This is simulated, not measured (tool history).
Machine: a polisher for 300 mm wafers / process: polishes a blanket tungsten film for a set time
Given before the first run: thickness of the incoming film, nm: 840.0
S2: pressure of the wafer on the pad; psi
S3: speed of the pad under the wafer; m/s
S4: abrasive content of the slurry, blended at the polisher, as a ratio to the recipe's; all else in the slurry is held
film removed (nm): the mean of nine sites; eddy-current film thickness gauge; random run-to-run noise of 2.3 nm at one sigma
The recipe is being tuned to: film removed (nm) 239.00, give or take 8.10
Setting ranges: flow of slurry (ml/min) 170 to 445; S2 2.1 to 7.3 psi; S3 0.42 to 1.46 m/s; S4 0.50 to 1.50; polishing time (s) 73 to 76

Run 1, hour 0.0: flow of slurry (ml/min) 285, S2 4.7 psi, S3 0.94 m/s, S4 1.00, polishing time (s) 73. Result: film removed (nm) 400.12.
Run 2, hour 2.8: flow of slurry (ml/min) 285, S2 4.7 psi, S3 0.94 m/s, S4 1.15, polishing time (s) 73. Result: film removed (nm) 407.03.
Run 3, hour 9.6: flow of slurry (ml/min) 285, S2 4.7 psi, S3 0.94 m/s, S4 1.30, polishing time (s) 73. Result: film removed (nm) 420.75.
Run 4, hour 12.3: flow of slurry (ml/min) 285, S2 4.7 psi, S3 0.94 m/s, S4 1.30, polishing time (s) 76. Result: film removed (nm) 442.43.
Run 5, hour 17.2: flow of slurry (ml/min) 285, S2 3.9 psi, S3 0.92 m/s, S4 1.30, polishing time (s) 76. Result: film removed (nm) 354.17.
Run 6, hour 22.4: flow of slurry (ml/min) 285, S2 3.9 psi, S3 1.08 m/s, S4 1.30, polishing time (s) 76. Result: film removed (nm) 408.43.
At hour 30.7: head pressure recalibrated.
Run 7, hour 30.7: flow of slurry (ml/min) 285, S2 3.4 psi, S3 1.06 m/s, S4 1.30, polishing time (s) 76. Result: film removed (nm) 327.81.
Run 8, hour 33.2: flow of slurry (ml/min) 285, S2 3.1 psi, S3 1.06 m/s, S4 1.30, polishing time (s) 76. Result: film removed (nm) 300.89.
Run 9, hour 42.2: flow of slurry (ml/min) 285, S2 2.1 psi, S3 1.06 m/s, S4 1.30, polishing time (s) 76. Result: film removed (nm) 206.53.
Run 10, hour 44.8: flow of slurry (ml/min) 285, S2 2.2 psi, S3 1.06 m/s, S4 1.30, polishing time (s) 76. Result: film removed (nm) 218.60.
Run 11, hour 48.6: flow of slurry (ml/min) 285, S2 2.3 psi, S3 1.06 m/s, S4 1.30, polishing time (s) 76. Result: film removed (nm) 228.13.

Which single option among these 5 for the next run brings every result within its allowed miss of target? Just one does.
Run A, hour 52.4: flow of slurry (ml/min) 225, S2 2.5 psi, S3 1.22 m/s, S4 1.35, polishing time (s) 75. Result: film removed (nm) ?.
Run B, hour 52.4: flow of slurry (ml/min) 275, S2 2.5 psi, S3 1.16 m/s, S4 1.40, polishing time (s) 75. Result: film removed (nm) ?.
Run C, hour 52.4: flow of slurry (ml/min) 285, S2 2.5 psi, S3 1.14 m/s, S4 1.30, polishing time (s) 75. Result: film removed (nm) ?.
Run D, hour 52.4: flow of slurry (ml/min) 310, S2 2.1 psi, S3 1.20 m/s, S4 1.10, polishing time (s) 76. Result: film removed (nm) ?.
Run E, hour 52.4: flow of slurry (ml/min) 260, S2 2.4 psi, S3 1.10 m/s, S4 1.25, polishing time (s) 76. Result: film removed (nm) ?.

move  film removed (nm)
   A             265.09
   B             261.37
   C             254.73
   D             222.83
   E             237.41
A: takes the result that was furthest off past its target
B: takes the result that was furthest off past its target
C: takes the result that was furthest off past its target
D: the biggest miss grows against the last run
E: hits every target within its allowed miss
The right move is E.
